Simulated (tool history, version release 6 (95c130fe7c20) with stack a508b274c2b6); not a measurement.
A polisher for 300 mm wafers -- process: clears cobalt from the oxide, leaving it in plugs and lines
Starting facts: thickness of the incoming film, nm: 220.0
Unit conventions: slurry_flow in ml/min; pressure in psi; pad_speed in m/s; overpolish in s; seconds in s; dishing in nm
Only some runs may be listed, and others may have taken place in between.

Run 1, day 0.000: slurry_flow 165 ml/min, pressure 2.1 psi, pad_speed 1.08 m/s, overpolish 8 s. Result: seconds 43.347 s, dishing 27.872 nm.
Run 2, day 0.342: slurry_flow 165 ml/min, pressure 2.1 psi, pad_speed 1.08 m/s, overpolish 11 s. Result: seconds 43.820 s, dishing 34.975 nm.
Run 3, day 0.679: slurry_flow 165 ml/min, pressure 1.8 psi, pad_speed 1.08 m/s, overpolish 11 s. Result: seconds 49.073 s, dishing 31.356 nm.
Run 4, day 0.771: slurry_flow 170 ml/min, pressure 1.7 psi, pad_speed 1.12 m/s, overpolish 8 s. Result: seconds 50.482 s, dishing 25.667 nm.
Run 5, day 1.021: slurry_flow 170 ml/min, pressure 1.7 psi, pad_speed 1.24 m/s, overpolish 8 s. Result: seconds 48.094 s, dishing 26.530 nm.
Run 6, day 1.192: slurry_flow 130 ml/min, pressure 1.7 psi, pad_speed 1.24 m/s, overpolish 8 s. Result: seconds 48.203 s, dishing 26.135 nm.

Run 7 comes next. What will it give?
Run 7, day 1.488: slurry_flow 120 ml/min, pressure 1.8 psi, pad_speed 1.20 m/s, overpolish 6 s. Result: seconds ?, dishing ?.

{"run 7": {"seconds": 46.839, "dishing": 22.288}}
